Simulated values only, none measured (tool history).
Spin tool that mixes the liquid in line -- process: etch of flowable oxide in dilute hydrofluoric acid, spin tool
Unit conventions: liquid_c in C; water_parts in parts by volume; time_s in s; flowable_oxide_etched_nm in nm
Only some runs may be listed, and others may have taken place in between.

run,hour,liquid_c,water_parts,time_s,flowable_oxide_etched_nm
1,0,25,205,50,12.99
2,3.9,28.5,205,50,14.855
3,9.4,26,210,50,12.914
4,14.5,26,210,55,14.181
# hour 16.8: hydrofluoric acid flow meter replaced
5,16.8,26,260,55,9.884
6,23.8,26,260,55,9.8992

Run 7 has not been measured yet. What should we expect?
7,29.3,25.5,260,55,?

Logged for run 7: flowable_oxide_etched_nm 9.7474 nm.

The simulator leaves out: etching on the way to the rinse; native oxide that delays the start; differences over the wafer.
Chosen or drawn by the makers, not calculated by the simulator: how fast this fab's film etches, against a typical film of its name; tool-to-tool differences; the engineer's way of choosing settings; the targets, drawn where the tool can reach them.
